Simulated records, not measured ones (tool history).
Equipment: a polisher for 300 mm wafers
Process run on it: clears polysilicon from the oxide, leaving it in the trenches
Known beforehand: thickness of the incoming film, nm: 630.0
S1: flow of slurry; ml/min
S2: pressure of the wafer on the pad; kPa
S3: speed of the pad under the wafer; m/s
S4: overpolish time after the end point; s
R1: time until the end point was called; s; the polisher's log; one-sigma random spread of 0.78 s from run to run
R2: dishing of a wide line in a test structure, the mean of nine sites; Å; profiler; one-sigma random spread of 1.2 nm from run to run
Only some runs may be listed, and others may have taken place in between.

{"run": 1, "hour": 0.0, "S1": 215, "S2": 16.5, "S3": 0.88, "S4": 25, "R1": 64.521, "R2": 667.42}
{"run": 2, "hour": 3.8, "S1": 215, "S2": 16.5, "S3": 0.88, "S4": 19, "R1": 65.198, "R2": 622.8}
{"run": 3, "hour": 7.2, "S1": 170, "S2": 16.5, "S3": 0.88, "S4": 19, "R1": 67.579, "R2": 610.93}
{"run": 4, "hour": 15.0, "S1": 205, "S2": 16.5, "S3": 0.88, "S4": 19, "R1": 64.325, "R2": 640.75}
{"run": 5, "hour": 22.3, "S1": 205, "S2": 16.5, "S3": 0.88, "S4": 24, "R1": 65.683, "R2": 636.84}
{"run": 6, "hour": 26.5, "S1": 205, "S2": 16.5, "S3": 0.66, "S4": 24, "R1": 85.405, "R2": 609.14}
{"run": 7, "hour": 34.2, "S1": 205, "S2": 17.9, "S3": 0.68, "S4": 24, "R1": 74.533, "R2": 636.53}

Run 8 is up next; what results do you expect?
{"run": 8, "hour": 42.9, "S1": 205, "S2": 18.6, "S3": 0.68, "S4": 23, "R1": "?", "R2": "?"}

Run 8 measured R1 75.527 s, R2 629.78 Å.
